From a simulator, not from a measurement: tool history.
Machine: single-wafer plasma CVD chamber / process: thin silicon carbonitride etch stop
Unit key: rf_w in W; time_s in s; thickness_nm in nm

run 1 hour=0.0 | rf_w=245 time_s=25.1 | thickness_nm=15.655
run 2 hour=0.9 | rf_w=230 time_s=25.1 | thickness_nm=15.305
run 3 hour=6.0 | rf_w=225 time_s=24.7 | thickness_nm=14.841
run 4 hour=11.0 | rf_w=225 time_s=27.1 | thickness_nm=16.268
run 5 hour=15.2 | rf_w=255 time_s=27.1 | thickness_nm=17.332
run 6 hour=21.7 | rf_w=245 time_s=26.6 | thickness_nm=16.557
run 7 hour=28.7 | rf_w=240 time_s=26.1 | thickness_nm=16.072
run 8 hour=29.2 | rf_w=235 time_s=25.7 | thickness_nm=15.837
run 9 hour=30.4 | rf_w=230 time_s=25.3 | thickness_nm=15.289
run 10 hour=34.7 | rf_w=225 time_s=25.0 | thickness_nm=15.150
run 11 hour=42.5 | rf_w=220 time_s=24.6 | thickness_nm=14.566
run 12 hour=46.8 | rf_w=215 time_s=24.4 | thickness_nm=14.336
run 13 hour=53.4 | rf_w=210 time_s=24.2 | thickness_nm=14.253
run 14 hour=54.4 | rf_w=185 time_s=20.3 | thickness_nm=11.014

Expected results for the next run?
run 15 hour=57.0 | rf_w=190 time_s=20.3 | thickness_nm=?

Run 15 produced thickness_nm 11.195 nm.
